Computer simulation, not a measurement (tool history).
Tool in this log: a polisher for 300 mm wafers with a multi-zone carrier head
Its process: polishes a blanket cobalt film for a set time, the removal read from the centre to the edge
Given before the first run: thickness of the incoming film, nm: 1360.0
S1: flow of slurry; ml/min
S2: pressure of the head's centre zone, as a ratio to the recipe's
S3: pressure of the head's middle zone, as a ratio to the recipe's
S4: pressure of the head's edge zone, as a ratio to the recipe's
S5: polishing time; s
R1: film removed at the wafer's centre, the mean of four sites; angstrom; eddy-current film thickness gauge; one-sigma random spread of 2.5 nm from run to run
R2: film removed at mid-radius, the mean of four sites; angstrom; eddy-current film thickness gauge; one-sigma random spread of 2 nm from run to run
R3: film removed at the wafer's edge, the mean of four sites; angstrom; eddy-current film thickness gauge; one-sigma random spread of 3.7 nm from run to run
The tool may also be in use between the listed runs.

run,hour,S1,S2,S3,S4,S5,R1,R2,R3
1,0.0,285,1.00,1.00,1.00,41,2184.6,2179.7,2153.1
2,4.0,295,1.05,1.00,1.05,43,2425.1,2299.2,2362.5
3,6.0,360,1.05,1.00,1.05,43,2499.5,2364.3,2415.9
4,12.4,370,1.09,1.00,1.08,44,2618.5,2403.6,2561.7
5,16.3,370,1.09,1.00,1.08,37,2216.0,2012.8,2134.1
6,18.6,380,1.12,1.00,1.08,40,2477.4,2200.1,2269.1

Forecast run 7:
7,27.0,390,1.14,0.99,1.10,42,?,?,?

R1: 2644.1 angstrom
R2: 2291.4 angstrom
R3: 2414.6 angstrom

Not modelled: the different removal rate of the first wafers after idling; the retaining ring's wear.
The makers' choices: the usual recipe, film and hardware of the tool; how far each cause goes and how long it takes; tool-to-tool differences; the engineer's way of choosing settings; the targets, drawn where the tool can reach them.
